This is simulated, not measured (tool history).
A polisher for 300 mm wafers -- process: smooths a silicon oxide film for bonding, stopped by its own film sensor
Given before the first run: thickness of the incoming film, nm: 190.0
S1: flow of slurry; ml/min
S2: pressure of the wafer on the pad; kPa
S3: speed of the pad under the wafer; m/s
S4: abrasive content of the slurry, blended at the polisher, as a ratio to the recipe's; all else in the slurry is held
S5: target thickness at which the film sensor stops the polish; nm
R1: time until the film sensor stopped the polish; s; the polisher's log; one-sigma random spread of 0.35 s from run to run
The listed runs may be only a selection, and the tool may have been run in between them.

run 1 hour=0.0 | S1=245 S2=11.0 S3=0.84 S4=1.0 S5=163 | R1=60.053
run 2 hour=4.6 | S1=245 S2=12.4 S3=0.84 S4=1.0 S5=163 | R1=54.304
run 3 hour=7.8 | S1=245 S2=13.8 S3=0.86 S4=1.0 S5=163 | R1=48.208
run 4 hour=8.7 | S1=245 S2=13.8 S3=0.94 S4=1.0 S5=163 | R1=43.939
run 5 hour=12.0 | S1=245 S2=11.0 S3=0.94 S4=1.0 S5=163 | R1=54.971
run 6 hour=20.6 | S1=245 S2=12.4 S3=0.94 S4=1.0 S5=163 | R1=48.725
run 7 hour=29.0 | S1=245 S2=13.1 S3=0.94 S4=1.0 S5=163 | R1=46.821
run 8 hour=35.4 | S1=245 S2=13.8 S3=0.94 S4=1.0 S5=163 | R1=44.594

What will run 9 give?
run 9 hour=40.1 | S1=250 S2=17.2 S3=0.96 S4=1.0 S5=163 | R1=?

R1: 35.099 s
